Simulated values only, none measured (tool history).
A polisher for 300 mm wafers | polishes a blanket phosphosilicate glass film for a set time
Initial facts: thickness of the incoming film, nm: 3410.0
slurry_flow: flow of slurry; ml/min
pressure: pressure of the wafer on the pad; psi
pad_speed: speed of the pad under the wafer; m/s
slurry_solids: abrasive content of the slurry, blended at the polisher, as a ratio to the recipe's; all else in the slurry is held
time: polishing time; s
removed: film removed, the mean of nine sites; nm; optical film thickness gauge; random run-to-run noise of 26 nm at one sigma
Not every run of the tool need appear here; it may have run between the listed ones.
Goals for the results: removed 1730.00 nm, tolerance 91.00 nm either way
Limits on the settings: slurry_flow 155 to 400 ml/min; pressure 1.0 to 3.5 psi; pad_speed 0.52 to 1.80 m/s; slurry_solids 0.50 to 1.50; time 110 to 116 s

run    day  slurry_flow  pressure  pad_speed  slurry_solids  time  removed
  1  0.000          255       2.2       1.16           1.00   110   643.46
  2  0.300          195       2.2       1.16           1.00   110   628.56
  3  0.658          195       2.5       1.28           1.00   110   732.97
  4  0.858          195       2.5       1.28           1.00   116   755.10
  5  1.104          210       2.7       1.40           1.10   116   891.47
  6  1.454          210       2.7       1.22           1.10   116   845.07
  7  1.792          235       2.9       1.34           1.20   116   989.59
  8  2.038          235       2.9       1.34           1.20   116   948.29
  9  2.279          235       2.9       1.34           1.20   116   958.72
 10  2.421          235       2.9       1.34           1.20   116   966.97
 11  2.721          270       3.0       1.44           1.25   116  1037.10
 12  2.883          245       3.1       1.52           1.30   116  1138.60
 13  2.938          225       3.2       1.58           1.35   116  1175.30
 14  3.004          265       3.3       1.62           1.40   116  1256.80
 15  3.042          295       3.3       1.66           1.40   116  1289.90
 16  3.408          320       3.3       1.70           1.40   116  1319.70
 17  3.662          320       3.3       1.70           1.40   116  1297.00
 18  3.883          285       3.3       1.72           1.40   116  1271.00
 19  3.975          310       3.3       1.74           1.40   116  1330.40
 20  4.162          330       3.3       1.76           1.40   116  1361.00
 21  4.221          345       3.3       1.76           1.40   116  1359.10
 22  4.412          355       3.3       1.76           1.40   116  1403.90
 23  4.433          365       3.3       1.76           1.40   116  1388.70
 24  4.546          375       3.3       1.76           1.40   116  1367.60
     4.900  -- conditioning disc replaced and pad reconditioned
 25  4.900          380       3.3       1.76           1.40   116  2155.20
 26  4.996          375       3.3       1.76           1.40   116  2176.60
 27  5.050          370       3.3       1.76           1.40   116  2154.60

Which single option among these 4 for the next run brings every result within its allowed miss of target? Just one does.
  A  5.104          400       3.2       1.44           1.30   116        ?
  B  5.104          380       3.3       1.72           1.30   116        ?
  C  5.104          320       3.5       1.70           1.35   110        ?
  D  5.104          390       3.5       1.80           1.50   116        ?

move  removed
   A  1736.50
   B  2055.70
   C  2046.60
   D  2379.00
A: all results in spec
B: closes in on the targets versus the last run, not all within tolerance yet
C: closes in on the targets versus the last run, not all within tolerance yet
D: lands further from the targets than the last run did
So the answer is move A, the one that meets all the targets.

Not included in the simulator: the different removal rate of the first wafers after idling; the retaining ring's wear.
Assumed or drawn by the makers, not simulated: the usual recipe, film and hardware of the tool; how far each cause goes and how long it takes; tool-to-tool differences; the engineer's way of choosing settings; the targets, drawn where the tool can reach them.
